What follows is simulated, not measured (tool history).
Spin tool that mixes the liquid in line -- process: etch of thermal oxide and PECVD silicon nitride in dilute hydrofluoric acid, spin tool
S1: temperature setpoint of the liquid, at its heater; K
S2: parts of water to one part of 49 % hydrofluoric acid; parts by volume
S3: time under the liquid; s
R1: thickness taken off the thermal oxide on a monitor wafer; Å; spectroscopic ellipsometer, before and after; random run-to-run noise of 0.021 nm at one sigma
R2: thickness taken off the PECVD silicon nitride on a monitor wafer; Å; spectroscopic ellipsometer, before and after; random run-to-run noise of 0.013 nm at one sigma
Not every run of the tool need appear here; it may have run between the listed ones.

{"run": 1, "hour": 0.0, "S1": 293.15, "S2": 90, "S3": 180, "R1": 85.11, "R2": 42.84}
{"run": 2, "hour": 0.7, "S1": 295.65, "S2": 90, "S3": 180, "R1": 95.172, "R2": 50.666}
{"run": 3, "hour": 1.9, "S1": 295.65, "S2": 90, "S3": 135, "R1": 72.109, "R2": 38.604}
{"run": 4, "hour": 9.6, "S1": 295.65, "S2": 90, "S3": 110, "R1": 58.426, "R2": 31.215}
{"run": 5, "hour": 18.6, "S1": 295.15, "S2": 100, "S3": 110, "R1": 50.479, "R2": 27.394}
{"run": 6, "hour": 22.3, "S1": 295.15, "S2": 80, "S3": 110, "R1": 64.506, "R2": 33.965}
{"run": 7, "hour": 26.2, "S1": 294.65, "S2": 95, "S3": 110, "R1": 52.31, "R2": 27.633}
{"run": 8, "hour": 28.4, "S1": 294.15, "S2": 105, "S3": 110, "R1": 46.371, "R2": 24.239}
{"run": 9, "hour": 30.3, "S1": 294.15, "S2": 115, "S3": 110, "R1": 41.575, "R2": 22.039}
{"run": 10, "hour": 35.1, "S1": 292.65, "S2": 150, "S3": 120, "R1": 31.164, "R2": 16.933}

Predict the results of run 11:
{"run": 11, "hour": 42.5, "S1": 292.15, "S2": 155, "S3": 115, "R1": "?", "R2": "?"}

Run 11 produced R1 28.594 Å, R2 15.283 Å.
